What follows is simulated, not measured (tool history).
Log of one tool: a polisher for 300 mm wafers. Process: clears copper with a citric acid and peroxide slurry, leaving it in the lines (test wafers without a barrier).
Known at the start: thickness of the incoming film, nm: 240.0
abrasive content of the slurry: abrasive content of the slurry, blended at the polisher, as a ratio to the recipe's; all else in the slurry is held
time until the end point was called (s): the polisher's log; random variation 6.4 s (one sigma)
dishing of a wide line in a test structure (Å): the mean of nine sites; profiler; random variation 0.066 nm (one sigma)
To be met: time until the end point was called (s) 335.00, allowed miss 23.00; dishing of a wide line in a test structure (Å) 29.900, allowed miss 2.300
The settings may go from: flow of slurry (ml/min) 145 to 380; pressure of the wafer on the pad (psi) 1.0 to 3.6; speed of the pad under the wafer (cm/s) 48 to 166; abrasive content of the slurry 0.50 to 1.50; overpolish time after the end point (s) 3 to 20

run	hour	flow of slurry (ml/min)	pressure of the wafer on the pad (psi)	speed of the pad under the wafer (cm/s)	abrasive content of the slurry	overpolish time after the end point (s)	time until the end point was called (s)	dishing of a wide line in a test structure (Å)
1	0.0	245	2.3	106	1.00	10	128.75	145.600
2	3.3	245	2.1	106	1.00	10	146.24	131.350
3	8.4	225	2.1	106	1.00	10	142.77	131.080
4	9.3	220	1.9	88	0.95	8	184.71	81.197
5	12.7	220	1.7	76	0.95	7	251.69	56.198
6	18.6	220	1.6	74	0.95	6	267.08	43.223
7	24.6	220	1.5	74	0.95	6	296.08	40.769
8	32.5	220	1.4	74	0.95	5	316.18	32.829

Which of these 4 next moves meets every target?
A	40.4	285	1.3	68	1.15	6	?	?
B	40.4	220	1.4	68	0.85	5	?	?
C	40.4	145	1.3	78	0.85	6	?	?
D	40.4	215	1.4	66	0.90	6	?	?

move	time until the end point was called (s)	dishing of a wide line in a test structure (Å)
A	331.62	35.504
B	340.26	28.957
C	331.93	35.467
D	345.47	34.130
A: further off than the last run
B: meets every target
C: further off than the last run
D: further off than the last run
Answer: B
